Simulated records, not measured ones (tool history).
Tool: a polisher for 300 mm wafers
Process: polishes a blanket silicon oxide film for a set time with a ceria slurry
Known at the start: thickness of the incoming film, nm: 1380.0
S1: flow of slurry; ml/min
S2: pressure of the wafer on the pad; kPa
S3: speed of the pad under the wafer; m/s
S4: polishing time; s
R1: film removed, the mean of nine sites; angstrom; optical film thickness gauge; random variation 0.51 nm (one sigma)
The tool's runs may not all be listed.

run  hour   S1    S2    S3  S4       R1
  1   0.0  300  20.0  1.16  25  1243.70
  2   4.7  300  22.8  1.16  25  1382.10
  3   8.9  300  22.8  1.32  25  1609.20
  4  17.2  300  22.8  1.50  25  1795.50
  5  18.8  300  20.7  1.42  25  1558.10
  6  19.9  300  19.3  1.34  25  1392.20
  7  28.6  300  17.9  1.26  25  1205.50
  8  37.6  300  16.5  1.22  25  1083.90
  9  38.8  300  15.9  1.18  25   997.70

Forecast run 10:
 10  43.0  300  15.2  1.16  25   ?

Run 10 gave R1 948.55 angstrom.

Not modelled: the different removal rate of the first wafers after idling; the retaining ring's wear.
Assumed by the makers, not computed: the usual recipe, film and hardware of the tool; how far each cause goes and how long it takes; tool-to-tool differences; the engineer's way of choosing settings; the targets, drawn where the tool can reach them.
